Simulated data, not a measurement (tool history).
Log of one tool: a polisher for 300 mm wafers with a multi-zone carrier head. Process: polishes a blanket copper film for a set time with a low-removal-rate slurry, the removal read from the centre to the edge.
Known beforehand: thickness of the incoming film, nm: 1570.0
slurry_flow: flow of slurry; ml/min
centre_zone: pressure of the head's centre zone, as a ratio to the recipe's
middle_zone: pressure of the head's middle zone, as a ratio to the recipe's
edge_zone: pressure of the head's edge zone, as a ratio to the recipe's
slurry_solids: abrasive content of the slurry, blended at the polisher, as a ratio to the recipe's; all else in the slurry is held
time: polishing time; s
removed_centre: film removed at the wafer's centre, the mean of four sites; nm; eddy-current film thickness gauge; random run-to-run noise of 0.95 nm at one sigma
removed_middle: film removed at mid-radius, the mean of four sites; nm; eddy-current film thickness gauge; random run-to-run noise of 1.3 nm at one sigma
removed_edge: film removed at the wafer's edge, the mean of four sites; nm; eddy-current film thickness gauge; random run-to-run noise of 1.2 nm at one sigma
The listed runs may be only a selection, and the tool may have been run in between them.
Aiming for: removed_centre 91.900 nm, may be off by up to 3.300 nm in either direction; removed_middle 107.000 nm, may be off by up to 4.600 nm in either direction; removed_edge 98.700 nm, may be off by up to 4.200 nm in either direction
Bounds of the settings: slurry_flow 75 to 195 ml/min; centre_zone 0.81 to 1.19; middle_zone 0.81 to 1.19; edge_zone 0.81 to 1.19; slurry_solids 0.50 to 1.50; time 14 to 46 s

run,hour,slurry_flow,centre_zone,middle_zone,edge_zone,slurry_solids,time,removed_centre,removed_middle,removed_edge
1,0.0,125,1.00,1.00,1.00,1.00,30,80.006,78.453,80.719
2,2.7,130,1.00,1.02,1.02,1.05,30,81.290,83.081,82.209
3,11.3,160,1.00,1.02,1.02,1.05,30,86.811,87.459,85.918
4,14.7,160,1.00,1.02,1.02,0.95,30,83.071,85.129,83.157
5,16.2,160,0.99,1.03,1.04,1.00,30,83.490,84.726,85.232
6,17.5,160,0.98,1.05,1.04,1.05,30,83.240,87.906,84.159
7,20.1,160,0.97,1.06,1.05,1.10,30,84.137,89.374,88.341
8,28.9,165,0.97,1.08,1.05,1.15,30,86.781,93.451,87.756
9,35.9,165,0.96,1.09,1.06,1.20,30,86.984,93.641,90.253
10,42.5,165,0.96,1.09,1.06,1.20,30,84.940,93.468,89.718
11,45.7,165,0.96,1.10,1.07,1.25,30,87.742,97.512,92.562
12,49.5,165,0.96,1.11,1.08,1.25,30,86.132,95.336,92.070

5 next moves are on the table. One of them brings every result within its allowed miss. Which?
A,53.3,160,0.83,1.11,0.90,1.30,33,?,?,?
B,53.3,190,1.10,0.98,1.19,1.00,28,?,?,?
C,53.3,135,0.92,1.18,0.98,1.05,34,?,?,?
D,53.3,145,0.95,1.15,1.06,1.30,33,?,?,?
E,53.3,170,0.93,1.09,1.09,1.30,29,?,?,?

move,removed_centre,removed_middle,removed_edge
A,84.973,106.800,92.937
B,90.658,78.464,86.691
C,87.868,106.150,92.059
D,94.292,107.910,99.046
E,84.001,93.346,90.289
A: the worst result of the last run now meets its target, but another is out of spec
B: lands further from the targets than the last run did
C: the worst result of the last run now meets its target, but another is out of spec
D: every result lands within tolerance
E: lands further from the targets than the last run did
Correct choice: D, which meets every target

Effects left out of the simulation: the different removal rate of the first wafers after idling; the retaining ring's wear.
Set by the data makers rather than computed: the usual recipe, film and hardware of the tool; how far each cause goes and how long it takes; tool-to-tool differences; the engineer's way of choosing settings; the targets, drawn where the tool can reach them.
